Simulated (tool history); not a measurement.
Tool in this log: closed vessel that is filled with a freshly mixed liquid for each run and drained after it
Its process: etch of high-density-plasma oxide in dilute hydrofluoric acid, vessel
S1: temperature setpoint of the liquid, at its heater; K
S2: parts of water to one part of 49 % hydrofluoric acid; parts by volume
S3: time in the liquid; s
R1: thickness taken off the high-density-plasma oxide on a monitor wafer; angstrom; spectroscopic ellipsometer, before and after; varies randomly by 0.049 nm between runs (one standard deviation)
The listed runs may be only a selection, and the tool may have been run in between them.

run 1 hour=0 | S1=298.15 S2=95 S3=30 | R1=34.106
run 2 hour=8.7 | S1=298.15 S2=95 S3=30 | R1=34.17
run 3 hour=17.4 | S1=298.15 S2=95 S3=30 | R1=34.373
run 4 hour=22 | S1=298.15 S2=110 S3=30 | R1=29.221
run 5 hour=24.7 | S1=298.15 S2=110 S3=30 | R1=28.748
run 6 hour=31.8 | S1=298.15 S2=140 S3=30 | R1=21.563
run 7 hour=41.1 | S1=302.15 S2=100 S3=30 | R1=37.892

Predict the results of run 8:
run 8 hour=44.9 | S1=302.65 S2=100 S3=30 | R1=?

R1: 38.507 angstrom

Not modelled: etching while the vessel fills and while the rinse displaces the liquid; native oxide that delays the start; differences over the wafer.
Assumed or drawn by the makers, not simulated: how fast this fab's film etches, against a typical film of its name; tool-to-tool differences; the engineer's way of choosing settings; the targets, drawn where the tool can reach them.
